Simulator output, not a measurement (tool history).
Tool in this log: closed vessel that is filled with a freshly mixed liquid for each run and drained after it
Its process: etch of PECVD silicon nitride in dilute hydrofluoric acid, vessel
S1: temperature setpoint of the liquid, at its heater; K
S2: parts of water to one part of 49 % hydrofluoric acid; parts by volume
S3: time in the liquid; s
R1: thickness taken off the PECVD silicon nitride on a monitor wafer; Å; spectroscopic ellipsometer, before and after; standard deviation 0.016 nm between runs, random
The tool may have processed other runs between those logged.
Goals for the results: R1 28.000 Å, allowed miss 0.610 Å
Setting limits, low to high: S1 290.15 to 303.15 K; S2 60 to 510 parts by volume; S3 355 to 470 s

run  hour      S1   S2   S3      R1
  1   0.0  295.15  285  470  36.236
  2   4.4  297.15  285  470  41.033
  3  12.9  297.15  195  470  60.564
  4  14.3  295.15  220  470  47.178
  5  23.1  291.65  220  470  37.357
  6  30.7  291.15  235  470  34.054
  7  37.6  290.65  245  470  31.375
  8  39.1  290.65  250  470  30.594
  9  47.7  290.65  255  470  29.963
 10  51.0  290.65  260  470  29.542

Exactly one of the 4 candidate moves below puts every result within its allowed miss. Which one?
  A  54.3  290.65  205  385   ?
  B  54.3  291.15  260  430   ?
  C  54.3  291.15  260  470   ?
  D  54.3  290.15  240  470   ?

move      R1
   A  30.836
   B  28.342
   C  30.978
   D  31.294
A: the biggest miss grows against the last run
B: each result inside its tolerance
C: the biggest miss grows against the last run
D: the biggest miss grows against the last run
B meets every target.
